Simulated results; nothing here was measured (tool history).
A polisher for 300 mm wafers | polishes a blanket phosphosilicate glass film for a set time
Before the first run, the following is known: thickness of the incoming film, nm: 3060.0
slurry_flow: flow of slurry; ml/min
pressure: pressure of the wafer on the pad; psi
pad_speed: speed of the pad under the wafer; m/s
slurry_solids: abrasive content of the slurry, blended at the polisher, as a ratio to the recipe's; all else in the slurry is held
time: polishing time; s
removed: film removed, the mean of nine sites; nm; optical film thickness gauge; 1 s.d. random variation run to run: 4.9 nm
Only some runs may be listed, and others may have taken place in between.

| run | hour | slurry_flow | pressure | pad_speed | slurry_solids | time | removed |
|---|---|---|---|---|---|---|---|
| 1 | 0 | 125 | 2.9 | 0.9 | 1 | 53 | 325.97 |
| 2 | 3.8 | 130 | 3.1 | 0.9 | 1 | 53 | 345.13 |
| 3 | 9.2 | 130 | 3.3 | 0.9 | 1 | 53 | 355.31 |
| 4 | 17.8 | 130 | 3.3 | 0.72 | 1 | 53 | 300.22 |
| 5 | 20.7 | 130 | 3.3 | 0.72 | 1 | 47 | 267.34 |
| 6 | 24.4 | 135 | 3.7 | 0.76 | 1 | 47 | 296.21 |

Predict the results of run 7:
| 7 | 26.2 | 135 | 3.9 | 0.84 | 1 | 47 | ? |

removed: 340.38 nm
